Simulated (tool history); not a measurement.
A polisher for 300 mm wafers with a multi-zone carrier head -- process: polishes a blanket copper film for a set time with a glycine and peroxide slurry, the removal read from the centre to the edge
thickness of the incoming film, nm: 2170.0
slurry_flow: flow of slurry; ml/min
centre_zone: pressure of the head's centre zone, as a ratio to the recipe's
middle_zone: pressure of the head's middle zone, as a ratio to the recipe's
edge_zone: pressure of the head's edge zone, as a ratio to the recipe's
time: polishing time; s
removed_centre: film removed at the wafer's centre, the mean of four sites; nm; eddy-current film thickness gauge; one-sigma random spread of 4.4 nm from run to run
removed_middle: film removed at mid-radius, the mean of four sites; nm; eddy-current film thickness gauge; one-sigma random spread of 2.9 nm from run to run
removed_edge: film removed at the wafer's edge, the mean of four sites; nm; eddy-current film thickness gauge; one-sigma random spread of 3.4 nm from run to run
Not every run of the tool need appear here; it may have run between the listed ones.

run	hour	slurry_flow	centre_zone	middle_zone	edge_zone	time	removed_centre	removed_middle	removed_edge
1	0.0	200	1.00	1.00	1.00	78	399.04	398.72	411.85
2	3.0	185	0.97	0.98	0.98	77	384.90	382.16	400.46
3	7.6	230	0.97	0.98	0.98	77	388.35	389.22	407.28
4	16.2	230	0.97	0.98	0.90	77	398.51	390.00	390.24
5	21.2	225	0.93	0.96	0.90	76	363.78	375.83	383.74
6	22.0	215	0.92	0.94	0.89	76	370.87	367.49	377.54
7	29.8	210	0.89	0.93	0.90	76	355.17	367.33	380.56
8	33.2	205	0.88	0.92	0.90	76	351.60	355.63	380.13

For run 9, what comes out?
9	39.7	200	0.87	0.92	0.90	76	?	?	?

removed_centre: 355.90 nm
removed_middle: 360.97 nm
removed_edge: 372.39 nm
